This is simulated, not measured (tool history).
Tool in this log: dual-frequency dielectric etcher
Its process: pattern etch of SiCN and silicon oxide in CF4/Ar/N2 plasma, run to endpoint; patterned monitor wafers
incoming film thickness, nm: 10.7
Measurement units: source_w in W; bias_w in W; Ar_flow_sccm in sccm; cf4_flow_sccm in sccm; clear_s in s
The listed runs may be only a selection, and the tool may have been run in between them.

run 1 hour=0.0 | source_w=360 bias_w=68 Ar_flow_sccm=84 cf4_flow_sccm=84 | clear_s=13.114
run 2 hour=3.9 | source_w=360 bias_w=68 Ar_flow_sccm=74 cf4_flow_sccm=84 | clear_s=13.032
run 3 hour=10.0 | source_w=390 bias_w=69 Ar_flow_sccm=74 cf4_flow_sccm=84 | clear_s=12.219
run 4 hour=10.7 | source_w=330 bias_w=69 Ar_flow_sccm=74 cf4_flow_sccm=84 | clear_s=14.028
run 5 hour=15.0 | source_w=330 bias_w=69 Ar_flow_sccm=66 cf4_flow_sccm=84 | clear_s=13.963
run 6 hour=23.8 | source_w=370 bias_w=70 Ar_flow_sccm=66 cf4_flow_sccm=84 | clear_s=12.509
run 7 hour=30.4 | source_w=390 bias_w=71 Ar_flow_sccm=66 cf4_flow_sccm=84 | clear_s=11.954
run 8 hour=36.1 | source_w=410 bias_w=71 Ar_flow_sccm=66 cf4_flow_sccm=84 | clear_s=11.435

The next listed run, before its measurement:
run 9 hour=44.8 | source_w=420 bias_w=71 Ar_flow_sccm=66 cf4_flow_sccm=84 | clear_s=?

Run 9 produced clear_s 11.176 s.
